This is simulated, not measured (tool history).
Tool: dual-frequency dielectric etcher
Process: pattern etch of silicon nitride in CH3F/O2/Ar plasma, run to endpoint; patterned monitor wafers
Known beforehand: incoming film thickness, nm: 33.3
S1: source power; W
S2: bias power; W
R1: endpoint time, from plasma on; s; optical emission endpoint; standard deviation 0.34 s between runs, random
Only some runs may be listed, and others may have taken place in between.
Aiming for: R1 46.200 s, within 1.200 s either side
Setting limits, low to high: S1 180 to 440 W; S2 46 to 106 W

run	hour	S1	S2	R1
1	0.0	310	76	51.825
2	5.4	310	82	50.097
3	14.0	290	82	50.774
4	16.1	240	82	53.474
5	24.0	260	84	50.978
6	29.1	260	76	53.628
7	36.4	280	78	51.793
8	43.9	290	80	50.761

Consider the 5 candidate settings below. Which is the only one whose results all fall within their allowed miss of target?
A	51.4	230	78	?
B	51.4	240	59	?
C	51.4	240	71	?
D	51.4	360	104	?
E	51.4	350	90	?

move	R1
A	54.357
B	58.779
C	55.427
D	43.399
E	45.997
A: misses by more than the last run did
B: misses by more than the last run did
C: misses by more than the last run did
D: pushes the last run's worst result past its target
E: in spec on every target
The move that meets every target is E.
